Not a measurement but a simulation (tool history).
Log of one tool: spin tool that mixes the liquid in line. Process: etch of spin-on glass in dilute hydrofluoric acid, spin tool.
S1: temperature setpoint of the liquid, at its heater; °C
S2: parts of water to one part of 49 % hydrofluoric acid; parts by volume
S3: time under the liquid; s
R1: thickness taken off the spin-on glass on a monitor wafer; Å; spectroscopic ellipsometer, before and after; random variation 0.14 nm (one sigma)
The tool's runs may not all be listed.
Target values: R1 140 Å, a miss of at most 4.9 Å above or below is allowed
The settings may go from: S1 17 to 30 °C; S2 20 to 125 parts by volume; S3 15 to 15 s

Run 1, hour 0: S1 22 °C, S2 70 parts by volume, S3 15 s. Result: R1 80.302 Å.
Run 2, hour 2.5: S1 22 °C, S2 70 parts by volume, S3 15 s. Result: R1 79.81 Å.
Run 3, hour 6.8: S1 24 °C, S2 65 parts by volume, S3 15 s. Result: R1 93.902 Å.
Run 4, hour 13.3: S1 24 °C, S2 85 parts by volume, S3 15 s. Result: R1 70.455 Å.
Run 5, hour 21.6: S1 24 °C, S2 85 parts by volume, S3 15 s. Result: R1 70.44 Å.
Run 6, hour 22.8: S1 25.5 °C, S2 75 parts by volume, S3 15 s. Result: R1 85.029 Å.
Run 7, hour 31.2: S1 29.5 °C, S2 45 parts by volume, S3 15 s. Result: R1 176.37 Å.
Run 8, hour 34.9: S1 28 °C, S2 45 parts by volume, S3 15 s. Result: R1 163.5 Å.
Run 9, hour 38.1: S1 27 °C, S2 45 parts by volume, S3 15 s. Result: R1 160.17 Å.
Run 10, hour 39.6: S1 26 °C, S2 45 parts by volume, S3 15 s. Result: R1 154.22 Å.

Consider the 5 candidate settings below. Which is the only one whose results all fall within their allowed miss of target?
Run A, hour 41.1: S1 25.5 °C, S2 40 parts by volume, S3 15 s. Result: R1 ?.
Run B, hour 41.1: S1 25 °C, S2 35 parts by volume, S3 15 s. Result: R1 ?.
Run C, hour 41.1: S1 24.5 °C, S2 40 parts by volume, S3 15 s. Result: R1 ?.
Run D, hour 41.1: S1 24 °C, S2 45 parts by volume, S3 15 s. Result: R1 ?.
Run E, hour 41.1: S1 26.5 °C, S2 40 parts by volume, S3 15 s. Result: R1 ?.

move      R1
   A  168.35
   B  189.79
   C  161.56
   D  139.73
   E  175.37
A: lands further from the targets than the last run did
B: lands further from the targets than the last run did
C: lands further from the targets than the last run did
D: each result inside its tolerance
E: lands further from the targets than the last run did
The right move is D.
